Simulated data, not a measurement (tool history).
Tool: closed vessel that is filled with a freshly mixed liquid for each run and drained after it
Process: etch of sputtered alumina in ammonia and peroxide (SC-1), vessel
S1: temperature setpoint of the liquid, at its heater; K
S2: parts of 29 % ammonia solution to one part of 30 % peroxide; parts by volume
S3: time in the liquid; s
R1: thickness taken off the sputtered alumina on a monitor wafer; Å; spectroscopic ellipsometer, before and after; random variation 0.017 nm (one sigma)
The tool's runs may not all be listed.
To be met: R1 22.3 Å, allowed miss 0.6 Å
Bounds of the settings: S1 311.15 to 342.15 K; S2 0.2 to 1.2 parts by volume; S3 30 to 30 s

| run | hour | S1 | S2 | S3 | R1 |
|---|---|---|---|---|---|
| 1 | 0 | 326.15 | 0.8 | 30 | 19.076 |
| 2 | 0.6 | 326.65 | 0.8 | 30 | 19.693 |
| 3 | 2.5 | 326.65 | 0.8 | 30 | 19.458 |
| 4 | 6.6 | 326.65 | 0.8 | 30 | 19.511 |
| 5 | 8.9 | 326.65 | 0.95 | 30 | 19.807 |
| 6 | 11.2 | 321.15 | 0.95 | 30 | 14.907 |
| 7 | 13.5 | 321.15 | 0.95 | 30 | 14.709 |
| 8 | 19.3 | 322.65 | 0.95 | 30 | 15.917 |
| 9 | 22.9 | 323.65 | 0.95 | 30 | 16.941 |
| 10 | 30.9 | 324.65 | 0.95 | 30 | 17.703 |
| 11 | 33 | 325.65 | 0.95 | 30 | 18.713 |
| 12 | 38.9 | 326.15 | 0.95 | 30 | 19.502 |
| 13 | 43.1 | 326.65 | 0.95 | 30 | 19.921 |
| 14 | 48.8 | 327.15 | 0.95 | 30 | 20.56 |
| 15 | 52.3 | 328.15 | 0.95 | 30 | 21.779 |

Which of these 4 next moves meets every target?
| A | 55.8 | 328.15 | 0.55 | 30 | ? |
| B | 55.8 | 327.15 | 1.2 | 30 | ? |
| C | 55.8 | 327.65 | 0.85 | 30 | ? |
| D | 55.8 | 328.65 | 1.15 | 30 | ? |

| move | R1 |
|---|---|
| A | 20.64 |
| B | 21.07 |
| C | 20.944 |
| D | 22.727 |
A: further off than the last run
B: further off than the last run
C: further off than the last run
D: meets every target
Move D is the one to make.

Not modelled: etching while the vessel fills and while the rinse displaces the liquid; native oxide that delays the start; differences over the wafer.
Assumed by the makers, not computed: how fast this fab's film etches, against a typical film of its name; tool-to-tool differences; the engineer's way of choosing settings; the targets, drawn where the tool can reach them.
